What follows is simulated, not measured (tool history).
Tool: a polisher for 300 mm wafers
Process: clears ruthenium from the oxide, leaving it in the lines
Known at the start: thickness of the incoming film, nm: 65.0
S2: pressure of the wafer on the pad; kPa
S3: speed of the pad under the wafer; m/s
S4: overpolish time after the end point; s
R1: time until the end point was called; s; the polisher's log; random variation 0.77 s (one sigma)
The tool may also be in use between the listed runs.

Run 1, hour 0: flow of slurry (ml/min) 220, S2 12.4 kPa, S3 0.9 m/s, S4 34 s. Result: R1 89.777 s.
Run 2, hour 2: flow of slurry (ml/min) 220, S2 11 kPa, S3 0.9 m/s, S4 34 s. Result: R1 98.562 s.
Run 3, hour 8.6: flow of slurry (ml/min) 220, S2 10.3 kPa, S3 0.9 m/s, S4 34 s. Result: R1 107.96 s.
Run 4, hour 12.6: flow of slurry (ml/min) 220, S2 12.4 kPa, S3 0.92 m/s, S4 34 s. Result: R1 86.319 s.
Run 5, hour 16.9: flow of slurry (ml/min) 190, S2 12.4 kPa, S3 0.92 m/s, S4 34 s. Result: R1 88.96 s.
Run 6, hour 23: flow of slurry (ml/min) 190, S2 12.4 kPa, S3 0.92 m/s, S4 36 s. Result: R1 88.987 s.

The next listed run, before its measurement:
Run 7, hour 28.5: flow of slurry (ml/min) 190, S2 13.8 kPa, S3 0.92 m/s, S4 36 s. Result: R1 ?.

R1: 82.316 s
